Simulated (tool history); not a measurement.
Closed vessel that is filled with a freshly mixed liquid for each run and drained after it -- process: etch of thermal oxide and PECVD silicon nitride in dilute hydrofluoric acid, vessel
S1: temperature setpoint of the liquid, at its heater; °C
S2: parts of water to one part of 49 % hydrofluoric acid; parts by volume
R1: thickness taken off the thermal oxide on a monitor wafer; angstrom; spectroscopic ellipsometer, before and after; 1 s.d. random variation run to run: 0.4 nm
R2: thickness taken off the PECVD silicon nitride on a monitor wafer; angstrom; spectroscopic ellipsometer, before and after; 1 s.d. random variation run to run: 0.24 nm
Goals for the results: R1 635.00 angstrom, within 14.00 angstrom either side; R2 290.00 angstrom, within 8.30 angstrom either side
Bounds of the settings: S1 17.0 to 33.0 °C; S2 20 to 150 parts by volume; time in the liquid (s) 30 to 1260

run 1 day=0.000 | S1=25.0 S2=85 time_in_the_liquid_(s)=645 | R1=381.56 R2=193.70
run 2 day=0.321 | S1=25.0 S2=75 time_in_the_liquid_(s)=630 | R1=429.36 R2=212.33
run 3 day=0.517 | S1=25.0 S2=65 time_in_the_liquid_(s)=615 | R1=488.78 R2=241.86
run 4 day=0.817 | S1=24.5 S2=60 time_in_the_liquid_(s)=610 | R1=519.19 R2=244.59
run 5 day=1.042 | S1=24.5 S2=80 time_in_the_liquid_(s)=610 | R1=378.82 R2=184.66
run 6 day=1.188 | S1=24.5 S2=70 time_in_the_liquid_(s)=595 | R1=427.62 R2=204.64
run 7 day=1.492 | S1=24.5 S2=65 time_in_the_liquid_(s)=580 | R1=450.65 R2=217.79
run 8 day=1.650 | S1=24.5 S2=60 time_in_the_liquid_(s)=575 | R1=488.83 R2=234.46
run 9 day=1.992 | S1=24.0 S2=35 time_in_the_liquid_(s)=535 | R1=780.19 R2=351.74
run 10 day=2.250 | S1=24.0 S2=40 time_in_the_liquid_(s)=540 | R1=699.92 R2=315.14
run 11 day=2.454 | S1=24.0 S2=45 time_in_the_liquid_(s)=545 | R1=615.85 R2=282.77
run 12 day=2.796 | S1=24.0 S2=45 time_in_the_liquid_(s)=540 | R1=607.54 R2=286.20
run 13 day=3.021 | S1=23.5 S2=40 time_in_the_liquid_(s)=540 | R1=677.91 R2=303.16
run 14 day=3.150 | S1=23.5 S2=45 time_in_the_liquid_(s)=540 | R1=597.95 R2=270.24
run 15 day=3.375 | S1=24.0 S2=45 time_in_the_liquid_(s)=540 | R1=605.80 R2=280.58
run 16 day=3.692 | S1=23.5 S2=40 time_in_the_liquid_(s)=540 | R1=670.58 R2=302.63
run 17 day=3.996 | S1=23.5 S2=45 time_in_the_liquid_(s)=545 | R1=611.71 R2=272.32
run 18 day=4.321 | S1=24.0 S2=45 time_in_the_liquid_(s)=545 | R1=617.39 R2=285.50
run 19 day=4.650 | S1=23.5 S2=45 time_in_the_liquid_(s)=545 | R1=599.90 R2=274.38
run 20 day=4.696 | S1=24.0 S2=40 time_in_the_liquid_(s)=540 | R1=689.17 R2=314.74
run 21 day=4.950 | S1=24.0 S2=40 time_in_the_liquid_(s)=545 | R1=700.42 R2=315.44
run 22 day=5.004 | S1=24.0 S2=45 time_in_the_liquid_(s)=550 | R1=621.41 R2=283.93

Of the 5 settings listed for the next run, only one would bring every result within its allowed miss of target. Which one?
run A day=5.058 | S1=22.5 S2=40 time_in_the_liquid_(s)=520 | R1=? R2=?
run B day=5.058 | S1=22.5 S2=40 time_in_the_liquid_(s)=510 | R1=? R2=?
run C day=5.058 | S1=25.0 S2=55 time_in_the_liquid_(s)=620 | R1=? R2=?
run D day=5.058 | S1=23.5 S2=50 time_in_the_liquid_(s)=645 | R1=? R2=?
run E day=5.058 | S1=26.5 S2=45 time_in_the_liquid_(s)=490 | R1=? R2=?

move=A R1=621.20 R2=272.07
move=B R1=609.26 R2=266.84
move=C R1=585.56 R2=281.44
move=D R1=634.33 R2=290.62
move=E R1=609.51 R2=299.29
A: brings the result that was furthest off to its target, and leaves another outside
B: moves away from the targets compared with the last run
C: moves away from the targets compared with the last run
D: meets every target
E: moves away from the targets compared with the last run
The move that meets every target is D.
